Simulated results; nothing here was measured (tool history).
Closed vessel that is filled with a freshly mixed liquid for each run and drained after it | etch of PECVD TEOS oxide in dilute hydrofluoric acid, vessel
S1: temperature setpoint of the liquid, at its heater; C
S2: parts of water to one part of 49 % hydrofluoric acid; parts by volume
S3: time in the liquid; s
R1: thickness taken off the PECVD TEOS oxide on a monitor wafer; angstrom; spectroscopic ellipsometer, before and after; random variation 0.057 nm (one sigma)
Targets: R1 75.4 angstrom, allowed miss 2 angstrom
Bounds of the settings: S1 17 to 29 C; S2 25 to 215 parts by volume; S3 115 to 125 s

run	hour	S1	S2	S3	R1
1	0	21	120	115	105.63
2	4.7	20.5	125	115	98.873
3	9.9	20	125	115	97.549
4	14.9	19.5	125	115	96.008
5	20.6	19	130	115	87.537
6	26.3	20.5	130	115	94.102
7	31.7	20	130	115	92.953
8	33.6	19.5	130	115	91.096
9	41.8	19	130	115	88.762
10	44.6	18.5	130	115	88.03
11	53.1	17.5	135	115	81.002

5 next moves are on the table. One of them brings every result within its allowed miss. Which?
A	61.6	17	140	125	?
B	61.6	20.5	130	115	?
C	61.6	21.5	150	120	?
D	61.6	17.5	130	125	?
E	61.6	17	140	115	?

move	R1
A	81.645
B	94.229
C	86.768
D	90.655
E	75.114
A: further off than the last run
B: further off than the last run
C: further off than the last run
D: further off than the last run
E: meets every target
The right move is E.
